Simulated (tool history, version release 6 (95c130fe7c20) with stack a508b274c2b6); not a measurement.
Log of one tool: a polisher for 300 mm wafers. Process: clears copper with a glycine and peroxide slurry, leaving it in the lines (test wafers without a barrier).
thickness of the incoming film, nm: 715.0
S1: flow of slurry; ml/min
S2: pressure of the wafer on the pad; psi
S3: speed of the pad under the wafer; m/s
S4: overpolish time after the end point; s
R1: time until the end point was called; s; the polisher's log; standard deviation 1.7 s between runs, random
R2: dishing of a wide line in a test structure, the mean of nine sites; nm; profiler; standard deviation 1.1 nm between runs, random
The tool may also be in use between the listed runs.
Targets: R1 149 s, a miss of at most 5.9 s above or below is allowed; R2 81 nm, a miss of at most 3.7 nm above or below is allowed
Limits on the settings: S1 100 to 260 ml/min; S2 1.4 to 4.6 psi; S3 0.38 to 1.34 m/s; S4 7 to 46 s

Run 1, hour 0: S1 165 ml/min, S2 3 psi, S3 0.86 m/s, S4 24 s. Result: R1 127.88 s, R2 81.439 nm.
Run 2, hour 8.7: S1 140 ml/min, S2 3 psi, S3 0.86 m/s, S4 24 s. Result: R1 138.27 s, R2 79.513 nm.
Run 3, hour 16.2: S1 135 ml/min, S2 3 psi, S3 0.86 m/s, S4 24 s. Result: R1 135.05 s, R2 79.025 nm.
Run 4, hour 18.7: S1 135 ml/min, S2 3 psi, S3 0.86 m/s, S4 17 s. Result: R1 132.8 s, R2 62.362 nm.
At hour 19.3: slurry nozzle cleaned.
Run 5, hour 19.3: S1 130 ml/min, S2 3 psi, S3 0.86 m/s, S4 18 s. Result: R1 132.03 s, R2 65.89 nm.
Run 6, hour 22.1: S1 130 ml/min, S2 3 psi, S3 0.86 m/s, S4 19 s. Result: R1 129.89 s, R2 70.251 nm.
Run 7, hour 30.1: S1 130 ml/min, S2 3 psi, S3 0.86 m/s, S4 20 s. Result: R1 128.67 s, R2 72.144 nm.
Run 8, hour 33.5: S1 130 ml/min, S2 2.9 psi, S3 0.86 m/s, S4 21 s. Result: R1 129.69 s, R2 73.762 nm.
Run 9, hour 34.6: S1 130 ml/min, S2 2.9 psi, S3 0.84 m/s, S4 22 s. Result: R1 133.9 s, R2 75.531 nm.
Run 10, hour 41: S1 130 ml/min, S2 2.8 psi, S3 0.82 m/s, S4 23 s. Result: R1 140.55 s, R2 76.619 nm.
Run 11, hour 46.5: S1 130 ml/min, S2 2.6 psi, S3 0.8 m/s, S4 24 s. Result: R1 146.31 s, R2 76.616 nm.

Which one of the following 4 next-run settings gets every result inside its allowed miss? There is exactly one.
Run A, hour 52: S1 115 ml/min, S2 2.7 psi, S3 0.78 m/s, S4 27 s. Result: R1 ?, R2 ?.
Run B, hour 52: S1 115 ml/min, S2 2.7 psi, S3 0.82 m/s, S4 21 s. Result: R1 ?, R2 ?.
Run C, hour 52: S1 110 ml/min, S2 2.6 psi, S3 0.94 m/s, S4 23 s. Result: R1 ?, R2 ?.
Run D, hour 52: S1 105 ml/min, S2 2.7 psi, S3 0.82 m/s, S4 24 s. Result: R1 ?, R2 ?.

move      R1      R2
   A  149.75  80.754
   B  145.43  69.743
   C  138.58  75.922
   D  149.16  74.956
A: all results land within tolerance of their targets
B: misses by more than the last run did
C: misses by more than the last run did
D: misses by more than the last run did
So the answer is move A, the one that meets all the targets.
